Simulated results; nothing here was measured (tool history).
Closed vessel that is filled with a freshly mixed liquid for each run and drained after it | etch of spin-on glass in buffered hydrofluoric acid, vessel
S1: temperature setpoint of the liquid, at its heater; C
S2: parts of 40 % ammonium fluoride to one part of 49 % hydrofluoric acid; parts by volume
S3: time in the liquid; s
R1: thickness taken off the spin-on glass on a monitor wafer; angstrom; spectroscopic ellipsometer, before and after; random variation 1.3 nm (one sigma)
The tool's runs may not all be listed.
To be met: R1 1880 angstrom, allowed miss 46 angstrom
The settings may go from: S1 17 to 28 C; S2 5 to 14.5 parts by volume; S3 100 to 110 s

| run | day | S1 | S2 | S3 | R1 |
|---|---|---|---|---|---|
| 1 | 0 | 20 | 9 | 100 | 2757.3 |
| 2 | 0.112 | 20 | 11 | 100 | 2325.4 |
| 3 | 0.492 | 20 | 11 | 110 | 2566.9 |
| 4 | 0.612 | 23.5 | 11 | 110 | 3125.5 |
| 5 | 0.879 | 23.5 | 9 | 110 | 3675.5 |
|  | 1.088 | thermometer replaced |
| 6 | 1.088 | 21.5 | 10.5 | 110 | 3108.9 |
| 7 | 1.133 | 20 | 11.5 | 110 | 2648.2 |
| 8 | 1.175 | 19 | 12.5 | 110 | 2300.7 |
| 9 | 1.338 | 18.5 | 13 | 110 | 2166.8 |
| 10 | 1.667 | 17 | 14 | 110 | 1813.2 |

4 next moves are on the table. One of them brings every result within its allowed miss. Which?
| A | 1.996 | 17 | 13.5 | 110 | ? |
| B | 1.996 | 17 | 14.5 | 110 | ? |
| C | 1.996 | 19 | 14.5 | 110 | ? |
| D | 1.996 | 18.5 | 14 | 100 | ? |

| move | R1 |
|---|---|
| A | 1872.5 |
| B | 1745.5 |
| C | 1955.6 |
| D | 1788.9 |
A: meets every target
B: further off than the last run
C: takes the result that was furthest off past its target
D: further off than the last run
Move A is the one to make.
